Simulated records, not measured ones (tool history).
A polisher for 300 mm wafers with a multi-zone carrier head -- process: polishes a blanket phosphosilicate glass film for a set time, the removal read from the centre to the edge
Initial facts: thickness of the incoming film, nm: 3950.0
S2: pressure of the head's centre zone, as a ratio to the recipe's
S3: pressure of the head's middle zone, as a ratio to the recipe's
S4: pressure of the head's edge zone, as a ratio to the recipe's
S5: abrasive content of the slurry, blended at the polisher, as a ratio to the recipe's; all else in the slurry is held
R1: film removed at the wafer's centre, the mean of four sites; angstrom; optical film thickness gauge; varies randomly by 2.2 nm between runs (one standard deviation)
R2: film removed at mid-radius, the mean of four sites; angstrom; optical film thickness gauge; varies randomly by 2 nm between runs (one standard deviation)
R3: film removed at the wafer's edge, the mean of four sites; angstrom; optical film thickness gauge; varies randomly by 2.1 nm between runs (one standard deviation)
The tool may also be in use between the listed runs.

{"run": 1, "hour": 0.0, "flow of slurry (ml/min)": 300, "S2": 1.0, "S3": 1.0, "S4": 1.0, "S5": 1.0, "polishing time (s)": 47, "R1": 2272.3, "R2": 2125.7, "R3": 2268.5}
{"run": 2, "hour": 5.7, "flow of slurry (ml/min)": 305, "S2": 1.01, "S3": 1.01, "S4": 0.97, "S5": 0.9, "polishing time (s)": 46, "R1": 2124.4, "R2": 2029.0, "R3": 2081.8}
{"run": 3, "hour": 7.4, "flow of slurry (ml/min)": 305, "S2": 1.01, "S3": 1.01, "S4": 0.93, "S5": 0.9, "polishing time (s)": 46, "R1": 2167.4, "R2": 2076.9, "R3": 1982.5}
{"run": 4, "hour": 15.3, "flow of slurry (ml/min)": 305, "S2": 1.01, "S3": 1.01, "S4": 0.88, "S5": 0.9, "polishing time (s)": 46, "R1": 2113.1, "R2": 2080.8, "R3": 1963.2}
{"run": 5, "hour": 16.1, "flow of slurry (ml/min)": 305, "S2": 1.01, "S3": 1.01, "S4": 0.81, "S5": 0.9, "polishing time (s)": 46, "R1": 2144.0, "R2": 2079.3, "R3": 1899.6}
{"run": 6, "hour": 24.9, "flow of slurry (ml/min)": 305, "S2": 1.01, "S3": 1.0, "S4": 0.81, "S5": 0.8, "polishing time (s)": 45, "R1": 1984.8, "R2": 1911.8, "R3": 1773.8}

For run 7, what comes out?
{"run": 7, "hour": 29.4, "flow of slurry (ml/min)": 305, "S2": 1.05, "S3": 0.98, "S4": 0.81, "S5": 0.55, "polishing time (s)": 43, "R1": "?", "R2": "?", "R3": "?"}

For run 7 the tool returned R1 1649.6 angstrom, R2 1505.0 angstrom, R3 1420.0 angstrom.
